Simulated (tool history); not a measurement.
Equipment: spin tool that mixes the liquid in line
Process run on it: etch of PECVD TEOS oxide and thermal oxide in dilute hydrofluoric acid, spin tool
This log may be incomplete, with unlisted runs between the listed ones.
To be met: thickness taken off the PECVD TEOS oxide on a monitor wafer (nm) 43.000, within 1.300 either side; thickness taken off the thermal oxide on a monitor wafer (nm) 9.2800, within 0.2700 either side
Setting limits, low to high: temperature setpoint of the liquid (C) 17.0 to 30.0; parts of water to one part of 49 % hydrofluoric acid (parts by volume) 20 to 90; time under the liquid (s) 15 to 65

run	day	temperature setpoint of the liquid (C)	parts of water to one part of 49 % hydrofluoric acid (parts by volume)	time under the liquid (s)	thickness taken off the PECVD TEOS oxide on a monitor wafer (nm)	thickness taken off the thermal oxide on a monitor wafer (nm)
1	0.000	22.0	50	35	15.670	3.4295
2	0.150	23.0	45	35	18.358	3.9377
3	0.329	23.0	45	45	23.442	5.0715
4	0.408	23.5	45	45	24.036	5.1543
5	0.529	24.0	45	45	24.244	5.3386
6	0.658	23.0	45	45	23.448	5.1290
7	1.021	27.0	25	45	52.062	11.0390
8	1.138	23.5	25	45	43.994	9.6442

Exercise: of the 4 proposed moves below, exactly one satisfies all targets within the stated allowed misses. Which move is it?
A	1.254	18.0	25	60	?	?
B	1.254	25.0	20	35	?	?
C	1.254	20.5	25	50	?	?
D	1.254	25.0	25	45	?	?

move	thickness taken off the PECVD TEOS oxide on a monitor wafer (nm)	thickness taken off the thermal oxide on a monitor wafer (nm)
A	46.141	10.0410
B	45.718	9.9492
C	42.869	9.3292
D	46.696	10.1620
A: moves away from the targets compared with the last run
B: moves away from the targets compared with the last run
C: every result within its allowed miss
D: moves away from the targets compared with the last run
Move C is the one to make.

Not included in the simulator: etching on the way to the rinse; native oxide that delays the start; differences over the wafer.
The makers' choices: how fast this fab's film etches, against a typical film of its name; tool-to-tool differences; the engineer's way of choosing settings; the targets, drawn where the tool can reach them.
